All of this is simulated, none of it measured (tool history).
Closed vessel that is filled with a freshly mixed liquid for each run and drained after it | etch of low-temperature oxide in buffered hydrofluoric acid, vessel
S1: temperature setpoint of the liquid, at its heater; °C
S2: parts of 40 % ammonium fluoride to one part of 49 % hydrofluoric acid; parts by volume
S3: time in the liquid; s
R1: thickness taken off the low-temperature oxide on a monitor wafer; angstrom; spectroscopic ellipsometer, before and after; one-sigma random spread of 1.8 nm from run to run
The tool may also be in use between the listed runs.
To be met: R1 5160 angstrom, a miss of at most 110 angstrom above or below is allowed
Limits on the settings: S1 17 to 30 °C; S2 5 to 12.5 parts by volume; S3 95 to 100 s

| run | hour | S1 | S2 | S3 | R1 |
|---|---|---|---|---|---|
| 1 | 0 | 22 | 7.5 | 95 | 6411.4 |
| 2 | 1.3 | 22 | 8.5 | 95 | 5592.5 |
| 3 | 8.7 | 21.5 | 8.5 | 95 | 5433.1 |
| 4 | 11.8 | 21 | 8.5 | 95 | 5274.4 |
| 5 | 16 | 23.5 | 8.5 | 95 | 6096.4 |
| 6 | 24.4 | 23.5 | 7.5 | 95 | 6943.9 |
| 7 | 31 | 22.5 | 7.5 | 95 | 6570.8 |
| 8 | 37.7 | 21.5 | 7.5 | 95 | 6203.2 |
| 9 | 38.6 | 21 | 7.5 | 95 | 6072.8 |
| 10 | 43.6 | 20.5 | 7.5 | 95 | 5898.6 |
| 11 | 46 | 20 | 7.5 | 95 | 5692.9 |
| 12 | 54.1 | 19.5 | 7.5 | 95 | 5553.6 |
| 13 | 62.5 | 19.5 | 7.5 | 95 | 5554.3 |
| 14 | 70.5 | 19 | 7.5 | 95 | 5451.7 |

4 candidate next runs follow, results not yet known. Just one meets every target within its allowed miss. Identify it.
| A | 78.5 | 18.5 | 8 | 100 | ? |
| B | 78.5 | 20.5 | 9.5 | 100 | ? |
| C | 78.5 | 17 | 7.5 | 95 | ? |
| D | 78.5 | 18 | 7 | 100 | ? |

| move | R1 |
|---|---|
| A | 5158.2 |
| B | 4916.7 |
| C | 4819.7 |
| D | 5791 |
A: all results land within tolerance of their targets
B: pushes the last run's worst result past its target
C: pushes the last run's worst result past its target
D: the biggest miss grows against the last run
The right move is A.

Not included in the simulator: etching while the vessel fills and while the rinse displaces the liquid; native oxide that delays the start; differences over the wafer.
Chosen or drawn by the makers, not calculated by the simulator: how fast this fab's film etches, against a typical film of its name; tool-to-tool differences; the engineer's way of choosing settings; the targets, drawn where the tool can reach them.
